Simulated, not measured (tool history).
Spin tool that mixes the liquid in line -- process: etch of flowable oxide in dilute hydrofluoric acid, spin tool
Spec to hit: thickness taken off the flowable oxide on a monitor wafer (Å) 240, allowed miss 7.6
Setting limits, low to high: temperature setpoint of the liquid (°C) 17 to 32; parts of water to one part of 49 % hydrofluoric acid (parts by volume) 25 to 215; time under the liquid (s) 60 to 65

run  hour  temperature setpoint of the liquid (°C)  parts of water to one part of 49 % hydrofluoric acid (parts by volume)  time under the liquid (s)  thickness taken off the flowable oxide on a monitor wafer (Å)
  1     0                                       24                                                                     120                         60                                                         132.94
  2   2.7                                       24                                                                     120                         60                                                         132.31
  3  11.4                                       24                                                                     120                         65                                                         144.01
  4  16.2                                     21.5                                                                     120                         65                                                         129.68
  5  20.6                                     18.5                                                                     120                         65                                                         114.45
  6  22.3                                     18.5                                                                     140                         65                                                         96.662
  7  29.4                                     18.5                                                                     140                         65                                                         97.361
  8  34.1                                     18.5                                                                     140                         65                                                         95.684
  9  42.2                                       23                                                                     125                         65                                                         132.53
     45.7  -- thermometer replaced
 10  45.7                                       26                                                                     115                         65                                                         177.22
 11  49.1                                       28                                                                     115                         65                                                         194.55
 12  55.6                                     29.5                                                                     115                         65                                                         207.85
 13  56.4                                     30.5                                                                     115                         65                                                         212.65
 14  64.4                                       31                                                                     115                         65                                                         215.77
 15  68.6                                     31.5                                                                     115                         65                                                         218.69

Below are 5 possible settings for the next run. Only one of them brings all results inside the allowed miss of their targets. Which is it?
  A  72.8                                     31.5                                                                     110                         60                                                              ?
  B  72.8                                       32                                                                     115                         65                                                              ?
  C  72.8                                     31.5                                                                     100                         60                                                              ?
  D  72.8                                       30                                                                     115                         65                                                              ?
  E  72.8                                       32                                                                     120                         60                                                              ?

move  thickness taken off the flowable oxide on a monitor wafer (Å)
   A                                                         212.25
   B                                                         222.38
   C                                                         236.89
   D                                                         206.66
   E                                                         195.31
A: further off than the last run
B: nearer the targets than the last run, but a result is still out of spec
C: all results in spec
D: further off than the last run
E: further off than the last run
C is the move that brings every result within its allowed miss.
